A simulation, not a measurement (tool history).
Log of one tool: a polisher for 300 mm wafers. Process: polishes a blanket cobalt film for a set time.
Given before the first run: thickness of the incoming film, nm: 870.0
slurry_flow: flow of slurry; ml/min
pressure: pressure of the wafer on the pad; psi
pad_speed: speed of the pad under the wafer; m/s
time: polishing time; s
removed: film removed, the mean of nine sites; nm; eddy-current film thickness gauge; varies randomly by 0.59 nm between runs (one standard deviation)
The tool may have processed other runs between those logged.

run 1 day=0 | slurry_flow=140 pressure=1.6 pad_speed=0.8 time=42 | removed=134.13
run 2 day=0.067 | slurry_flow=135 pressure=1.4 pad_speed=0.76 time=42 | removed=112.51
run 3 day=0.15 | slurry_flow=135 pressure=1.3 pad_speed=0.74 time=42 | removed=102.51
run 4 day=0.279 | slurry_flow=130 pressure=1.2 pad_speed=0.72 time=42 | removed=90.873
run 5 day=0.621 | slurry_flow=125 pressure=1.1 pad_speed=0.72 time=42 | removed=83.422
run 6 day=0.712 | slurry_flow=125 pressure=1.1 pad_speed=0.72 time=37 | removed=73.778
run 7 day=0.8 | slurry_flow=120 pressure=1.1 pad_speed=0.72 time=37 | removed=73.296

Estimate the outcome of run 8 from the log above:
run 8 day=1.142 | slurry_flow=115 pressure=1.1 pad_speed=0.72 time=37 | removed=?

Run 8 gave removed 73.032 nm.
